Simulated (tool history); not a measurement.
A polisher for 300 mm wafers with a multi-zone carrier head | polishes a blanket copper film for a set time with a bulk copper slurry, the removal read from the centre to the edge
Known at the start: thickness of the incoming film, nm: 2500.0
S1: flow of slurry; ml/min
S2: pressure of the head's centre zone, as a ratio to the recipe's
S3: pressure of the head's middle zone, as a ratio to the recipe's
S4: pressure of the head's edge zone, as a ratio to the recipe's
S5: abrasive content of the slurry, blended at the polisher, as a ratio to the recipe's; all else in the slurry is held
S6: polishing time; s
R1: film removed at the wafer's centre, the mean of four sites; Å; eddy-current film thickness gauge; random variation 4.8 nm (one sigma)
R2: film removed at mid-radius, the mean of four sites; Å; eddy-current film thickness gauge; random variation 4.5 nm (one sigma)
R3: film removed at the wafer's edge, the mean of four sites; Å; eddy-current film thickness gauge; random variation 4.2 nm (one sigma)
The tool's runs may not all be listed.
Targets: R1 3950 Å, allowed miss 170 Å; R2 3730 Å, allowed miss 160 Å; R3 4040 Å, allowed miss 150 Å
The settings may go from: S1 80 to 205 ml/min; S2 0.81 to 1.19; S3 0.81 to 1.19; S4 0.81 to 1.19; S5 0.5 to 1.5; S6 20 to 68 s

run 1 hour=0 | S1=135 S2=1 S3=1 S4=1 S5=1 S6=44 | R1=3042.1 R2=3110.2 R3=3114.3
run 2 hour=7.5 | S1=140 S2=1.01 S3=1 S4=1.02 S5=1.1 S6=44 | R1=3180.9 R2=3178.8 R3=3109.6
run 3 hour=10 | S1=140 S2=1 S3=0.98 S4=1.03 S5=1.1 S6=46 | R1=3295.1 R2=3353.1 R3=3346.5
run 4 hour=10.6 | S1=145 S2=1 S3=0.96 S4=1.05 S5=1.15 S6=47 | R1=3496.8 R2=3393.9 R3=3537.5
run 5 hour=11.9 | S1=145 S2=1 S3=0.96 S4=1.05 S5=0.95 S6=47 | R1=3243.9 R2=3247.9 R3=3344.8
run 6 hour=17.3 | S1=145 S2=1 S3=0.95 S4=1.06 S5=1 S6=47 | R1=3298.5 R2=3230 R3=3416.3
run 7 hour=18.2 | S1=150 S2=1 S3=0.95 S4=1.07 S5=1.05 S6=47 | R1=3376.7 R2=3318.7 R3=3442.3
run 8 hour=23.7 | S1=155 S2=1 S3=0.89 S4=1.17 S5=1.3 S6=52 | R1=3914.6 R2=3606.5 R3=4250.8
run 9 hour=31.3 | S1=155 S2=1 S3=0.9 S4=1.16 S5=1.3 S6=52 | R1=3980.6 R2=3729.1 R3=4207.6

Which of these 5 next moves meets every target?
run A hour=38.9 | S1=100 S2=1.01 S3=0.81 S4=1.19 S5=1.1 S6=60 | R1=? R2=? R3=?
run B hour=38.9 | S1=145 S2=0.93 S3=0.94 S4=1.11 S5=1.15 S6=57 | R1=? R2=? R3=?
run C hour=38.9 | S1=110 S2=1.01 S3=0.89 S4=1.18 S5=1.45 S6=56 | R1=? R2=? R3=?
run D hour=38.9 | S1=140 S2=0.9 S3=0.86 S4=1.19 S5=1.3 S6=56 | R1=? R2=? R3=?
run E hour=38.9 | S1=190 S2=1.02 S3=0.95 S4=1.15 S5=1.4 S6=48 | R1=? R2=? R3=?

move=A R1=4038 R2=3487.2 R3=4481.5
move=B R1=3978 R2=3964.8 R3=4382.5
move=C R1=4083.3 R2=3711.1 R3=4456.9
move=D R1=3863.8 R2=3754.4 R3=4548.9
move=E R1=3946.6 R2=3649.4 R3=4032.1
A: further off than the last run
B: further off than the last run
C: further off than the last run
D: further off than the last run
E: meets every target
Move E is the one to make.
